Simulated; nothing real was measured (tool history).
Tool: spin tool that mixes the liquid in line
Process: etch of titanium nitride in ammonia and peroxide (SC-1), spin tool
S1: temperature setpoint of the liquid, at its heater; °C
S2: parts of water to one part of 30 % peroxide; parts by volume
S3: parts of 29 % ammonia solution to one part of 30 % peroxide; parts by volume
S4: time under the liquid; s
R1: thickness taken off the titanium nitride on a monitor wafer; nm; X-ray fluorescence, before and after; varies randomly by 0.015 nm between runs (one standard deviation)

run	hour	S1	S2	S3	S4	R1
1	0.0	51.0	21	0.95	40	1.5558
2	2.4	54.0	21	0.95	40	1.9019
3	3.0	56.5	21	0.95	40	2.2591
4	6.5	56.5	21	1.10	40	2.3034
5	14.3	56.5	17	1.10	40	2.6162
6	15.3	54.0	17	1.10	40	2.2049
7	17.3	55.5	17	1.10	40	2.4323
8	23.5	55.5	17	1.10	40	2.4214
9	30.1	61.0	17	1.10	40	3.4942

For run 10, what comes out?
10	34.9	60.0	17	1.10	40	?

{"run 10": {"R1": 3.2783}}
